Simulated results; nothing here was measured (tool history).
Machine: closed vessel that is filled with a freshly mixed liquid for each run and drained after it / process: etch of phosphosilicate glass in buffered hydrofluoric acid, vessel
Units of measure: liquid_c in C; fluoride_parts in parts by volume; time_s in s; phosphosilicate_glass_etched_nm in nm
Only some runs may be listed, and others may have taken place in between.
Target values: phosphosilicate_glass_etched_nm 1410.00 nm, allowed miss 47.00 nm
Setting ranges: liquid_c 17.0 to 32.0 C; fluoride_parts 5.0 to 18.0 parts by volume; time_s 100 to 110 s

run	hour	liquid_c	fluoride_parts	time_s	phosphosilicate_glass_etched_nm
1	0.0	24.0	11.0	100	537.55
2	1.4	26.0	11.0	100	614.18
3	9.3	27.5	9.5	100	739.55
4	17.5	27.5	11.0	100	651.27
5	24.9	28.5	9.5	100	778.05
6	27.9	28.5	11.5	100	653.76
7	30.4	29.5	10.0	100	791.31
8	34.9	32.0	6.5	100	1349.40

4 next moves are on the table. One of them brings every result within its allowed miss. Which?
A	39.4	31.0	6.5	100	?
B	39.4	31.5	7.0	105	?
C	39.4	31.5	6.5	100	?
D	39.4	32.0	7.0	110	?

move	phosphosilicate_glass_etched_nm
A	1285.20
B	1298.80
C	1319.00
D	1396.40
A: its largest miss is bigger than the last run's
B: its largest miss is bigger than the last run's
C: its largest miss is bigger than the last run's
D: every result lands within tolerance
D is the move that brings every result within its allowed miss.
